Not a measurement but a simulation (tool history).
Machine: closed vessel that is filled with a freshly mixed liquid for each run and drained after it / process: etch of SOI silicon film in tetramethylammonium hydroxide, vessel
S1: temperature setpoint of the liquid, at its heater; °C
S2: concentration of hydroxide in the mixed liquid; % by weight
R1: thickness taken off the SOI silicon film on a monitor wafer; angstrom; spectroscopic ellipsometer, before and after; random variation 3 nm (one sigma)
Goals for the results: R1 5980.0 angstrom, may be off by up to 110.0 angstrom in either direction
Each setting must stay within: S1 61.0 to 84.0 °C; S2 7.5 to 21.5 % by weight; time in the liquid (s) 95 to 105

Run 1, hour 0.0: S1 74.0 °C, S2 14.5 % by weight, time in the liquid (s) 95. Result: R1 7218.8 angstrom.
Run 2, hour 2.6: S1 77.0 °C, S2 14.5 % by weight, time in the liquid (s) 95. Result: R1 8617.6 angstrom.
Run 3, hour 7.2: S1 77.0 °C, S2 16.0 % by weight, time in the liquid (s) 95. Result: R1 8213.3 angstrom.
Run 4, hour 13.0: S1 76.0 °C, S2 16.0 % by weight, time in the liquid (s) 95. Result: R1 7760.0 angstrom.
Run 5, hour 20.8: S1 75.5 °C, S2 16.0 % by weight, time in the liquid (s) 95. Result: R1 7500.0 angstrom.
Run 6, hour 22.2: S1 75.5 °C, S2 15.0 % by weight, time in the liquid (s) 95. Result: R1 7691.6 angstrom.
Run 7, hour 25.3: S1 75.0 °C, S2 15.0 % by weight, time in the liquid (s) 95. Result: R1 7499.0 angstrom.
Run 8, hour 30.7: S1 74.5 °C, S2 15.0 % by weight, time in the liquid (s) 95. Result: R1 7203.7 angstrom.
Run 9, hour 31.8: S1 74.0 °C, S2 15.0 % by weight, time in the liquid (s) 95. Result: R1 7131.8 angstrom.
Run 10, hour 37.2: S1 74.0 °C, S2 15.0 % by weight, time in the liquid (s) 95. Result: R1 7060.1 angstrom.
Run 11, hour 46.0: S1 74.0 °C, S2 15.0 % by weight, time in the liquid (s) 95. Result: R1 7031.8 angstrom.
Run 12, hour 50.9: S1 73.5 °C, S2 15.0 % by weight, time in the liquid (s) 95. Result: R1 6842.0 angstrom.
Run 13, hour 52.2: S1 70.5 °C, S2 15.0 % by weight, time in the liquid (s) 95. Result: R1 5740.8 angstrom.

Which one of the following 4 next-run settings gets every result inside its allowed miss? There is exactly one.
Run A, hour 53.5: S1 71.0 °C, S2 15.0 % by weight, time in the liquid (s) 95. Result: R1 ?.
Run B, hour 53.5: S1 68.0 °C, S2 15.5 % by weight, time in the liquid (s) 105. Result: R1 ?.
Run C, hour 53.5: S1 71.0 °C, S2 17.5 % by weight, time in the liquid (s) 95. Result: R1 ?.
Run D, hour 53.5: S1 69.5 °C, S2 17.0 % by weight, time in the liquid (s) 100. Result: R1 ?.

move      R1
   A  5923.0
   B  5428.7
   C  5611.1
   D  5469.4
A: every result within its allowed miss
B: further off than the last run
C: further off than the last run
D: further off than the last run
Correct choice: A, which meets every target
